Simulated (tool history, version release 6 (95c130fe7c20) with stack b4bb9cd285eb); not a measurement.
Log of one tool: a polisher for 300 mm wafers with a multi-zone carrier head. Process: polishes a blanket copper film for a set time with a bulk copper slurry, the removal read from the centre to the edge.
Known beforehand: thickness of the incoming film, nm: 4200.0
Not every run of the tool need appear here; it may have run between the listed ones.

run    day  flow of slurry (ml/min)  pressure of the head's centre zone  pressure of the head's middle zone  pressure of the head's edge zone  abrasive content of the slurry  polishing time (s)  film removed at the wafer's centre (Å)  film removed at mid-radius (Å)  film removed at the wafer's edge (Å)
  1      0                      315                                   1                                   1                                 1                               1                  79                                  7890.6                          7759.7                                7941.2
  2  0.279                      235                                   1                                   1                                 1                               1                  79                                  7679.2                            7486                                7700.9
  3   0.45                      235                                   1                                   1                              0.92                               1                  79                                  7629.9                          7471.4                                7589.1
  4  0.733                      245                                1.01                                0.99                              0.94                             1.1                  84                                  8366.1                          8062.1                                8189.1
  5  0.904                      245                                1.01                                0.99                              0.94                             1.1                  66                                  6626.6                          6439.3                                6297.4
  6      1                      245                                1.01                                0.99                              0.94                             1.1                  46                                  4553.5                          4506.8                                4493.3
  7  1.058                      250                                1.01                                0.98                              0.98                            1.15                  56                                  5628.2                          5433.6                                5601.4
  8  1.258                      260                                1.02                                0.99                              1.01                             1.2                  63                                  6401.9                            6318                                6407.5
  9  1.517                      270                                1.04                                0.98                              1.04                            1.25                  69                                  7324.2                          6871.4                                7282.9
 10  1.688                      280                                1.06                                0.99                              1.07                             1.3                  73                                    7992                          7341.7                                7791.1
 11  1.775                      280                                1.06                                0.99                              1.07                             1.3                  73                                  7993.8                          7363.8                                8008.9
 12  1.842                      295                                1.08                                1.01                              1.09                            1.35                  76                                  8570.4                          7897.1                                8264.4
 13  2.021                      300                                1.09                                1.01                              1.11                             1.4                  80                                  9115.9                          8326.8                                8906.4
 14  2.371                      305                                 1.1                                1.01                              1.12                             1.4                  84                                  9696.4                            8787                                9317.7
 15  2.479                      310                                 1.1                                1.01                              1.13                             1.4                  87                                   10103                          9115.7                                9605.9
 16  2.604                      305                                 1.1                                   1                              1.14                             1.4                  90                                   10376                          9428.1                                 10186

What does the tool deliver on the next run?
 17  2.908                      305                                1.11                                   1                              1.15                             1.4                  92                                       ?                               ?                                     ?

film removed at the wafer's centre (Å): 10739
film removed at mid-radius (Å): 9450.8
film removed at the wafer's edge (Å): 10442

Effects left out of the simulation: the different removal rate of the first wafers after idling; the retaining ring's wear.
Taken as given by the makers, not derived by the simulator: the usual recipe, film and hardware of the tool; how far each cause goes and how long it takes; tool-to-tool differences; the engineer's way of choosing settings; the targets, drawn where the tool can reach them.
